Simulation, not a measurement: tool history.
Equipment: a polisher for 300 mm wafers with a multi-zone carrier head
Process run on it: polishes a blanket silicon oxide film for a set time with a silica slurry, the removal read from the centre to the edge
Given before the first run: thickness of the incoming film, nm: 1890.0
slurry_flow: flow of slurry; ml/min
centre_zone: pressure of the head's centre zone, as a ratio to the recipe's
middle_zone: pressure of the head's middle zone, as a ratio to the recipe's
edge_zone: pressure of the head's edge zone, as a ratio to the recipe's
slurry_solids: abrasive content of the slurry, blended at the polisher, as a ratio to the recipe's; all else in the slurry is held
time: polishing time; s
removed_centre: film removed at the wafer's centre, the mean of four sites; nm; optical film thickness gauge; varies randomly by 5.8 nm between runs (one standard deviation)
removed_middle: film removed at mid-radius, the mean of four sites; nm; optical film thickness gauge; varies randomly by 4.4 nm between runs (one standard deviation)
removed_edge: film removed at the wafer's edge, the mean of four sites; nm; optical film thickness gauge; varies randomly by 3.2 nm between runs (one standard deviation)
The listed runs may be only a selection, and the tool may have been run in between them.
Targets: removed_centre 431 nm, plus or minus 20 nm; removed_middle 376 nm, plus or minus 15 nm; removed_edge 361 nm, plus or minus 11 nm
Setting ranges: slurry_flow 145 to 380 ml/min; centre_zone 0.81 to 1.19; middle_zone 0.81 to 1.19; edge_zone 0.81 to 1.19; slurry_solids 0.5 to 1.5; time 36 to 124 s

run,hour,slurry_flow,centre_zone,middle_zone,edge_zone,slurry_solids,time,removed_centre,removed_middle,removed_edge
1,0,245,1,1,1,1,79,321.62,318.05,333.21
2,8.4,245,1,1.06,1,1,79,329.59,329.24,335.37
3,14,245,1,1.06,1,1,69,281.24,285.49,293.08
4,19.4,255,1.04,1.08,1,1.1,69,309.45,312.13,314.26
5,20.8,255,0.97,1.08,1,1.1,69,283.38,311.12,305.24
6,26.9,260,1.02,1.08,0.98,1.15,70,310.29,321.45,313.7
7,30,265,1.06,1.08,0.97,1.2,71,337.29,338.96,325.85
8,36.7,315,1.16,1.05,0.97,1.35,72,405.2,354.62,354.92
9,39.9,315,1.17,1.06,0.96,1.35,72,399.91,347.35,352.83

5 candidate next runs follow, results not yet known. Just one meets every target within its allowed miss. Identify it.
A,43.1,330,1.14,1.07,0.93,1.25,71,?,?,?
B,43.1,265,1.13,1.04,1.05,1.25,75,?,?,?
C,43.1,330,1.19,1.11,0.97,1.3,75,?,?,?
D,43.1,365,1.19,1.19,0.81,1.5,71,?,?,?
E,43.1,310,1.08,1.1,0.97,1.35,74,?,?,?

move,removed_centre,removed_middle,removed_edge
A,380.91,347.69,337.23
B,388.86,350.26,370.16
C,426.26,385.07,368.76
D,430.97,412.89,343.25
E,386.52,380.69,367.77
A: its largest miss is bigger than the last run's
B: its largest miss is bigger than the last run's
C: hits every target within its allowed miss
D: carries the result that was furthest off beyond its target, to the other side
E: brings the last run's worst result on target, with another outside its allowed miss
The move that meets every target is C.
